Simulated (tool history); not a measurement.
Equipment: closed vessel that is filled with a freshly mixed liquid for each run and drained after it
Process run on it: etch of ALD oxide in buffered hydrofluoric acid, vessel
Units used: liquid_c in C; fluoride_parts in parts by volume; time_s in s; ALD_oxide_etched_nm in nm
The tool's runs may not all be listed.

run  hour  liquid_c  fluoride_parts  time_s  ALD_oxide_etched_nm
  1   0.0      24.0            15.0      30               42.377
  2   3.8      24.0            15.0      30               42.425
  3   4.3      26.0            14.0      30               50.731
  4   5.0      27.5            13.0      30               59.111
  5   9.7      27.5            13.0      30               58.947
  6  10.7      28.5            12.5      30               64.635

For run 7, what comes out?
  7  14.4      29.5            12.0      30                    ?

ALD_oxide_etched_nm: 70.948 nm
